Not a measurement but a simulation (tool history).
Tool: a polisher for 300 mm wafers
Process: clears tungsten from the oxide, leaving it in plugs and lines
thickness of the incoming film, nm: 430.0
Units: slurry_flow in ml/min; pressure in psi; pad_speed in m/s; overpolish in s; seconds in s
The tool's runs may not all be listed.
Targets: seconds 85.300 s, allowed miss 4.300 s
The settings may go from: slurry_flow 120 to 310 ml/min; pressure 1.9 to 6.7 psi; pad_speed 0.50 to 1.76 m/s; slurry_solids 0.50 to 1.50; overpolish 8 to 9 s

| run | hour | slurry_flow | pressure | pad_speed | slurry_solids | overpolish | seconds |
|---|---|---|---|---|---|---|---|
| 1 | 0.0 | 200 | 4.3 | 1.12 | 1.00 | 9 | 65.016 |
| 2 | 8.9 | 200 | 4.0 | 1.12 | 1.00 | 9 | 70.217 |
| 3 | 13.1 | 200 | 3.8 | 1.12 | 1.00 | 9 | 75.217 |
| 4 | 18.6 | 230 | 3.8 | 1.12 | 1.00 | 9 | 70.525 |
| 5 | 26.6 | 220 | 3.7 | 1.12 | 1.00 | 9 | 75.350 |
| 6 | 32.6 | 220 | 3.7 | 1.12 | 1.20 | 9 | 72.640 |
| 7 | 40.5 | 215 | 3.6 | 1.12 | 1.20 | 9 | 73.836 |
| 8 | 48.1 | 210 | 3.5 | 1.12 | 1.20 | 9 | 76.030 |
| 9 | 52.8 | 210 | 3.4 | 1.12 | 1.20 | 9 | 80.052 |
| 10 | 58.9 | 205 | 3.4 | 1.12 | 1.20 | 9 | 76.933 |

Which of these 5 next moves meets every target?
| A | 65.0 | 220 | 3.4 | 1.18 | 1.20 | 8 | ? |
| B | 65.0 | 210 | 3.8 | 1.14 | 1.20 | 9 | ? |
| C | 65.0 | 210 | 4.2 | 1.18 | 1.10 | 8 | ? |
| D | 65.0 | 165 | 3.2 | 1.14 | 1.20 | 9 | ? |
| E | 65.0 | 175 | 4.6 | 0.92 | 1.25 | 9 | ? |

| move | seconds |
|---|---|
| A | 73.317 |
| B | 68.558 |
| C | 61.390 |
| D | 84.030 |
| E | 71.471 |
A: further off than the last run
B: further off than the last run
C: further off than the last run
D: meets every target
E: further off than the last run
Answer: D
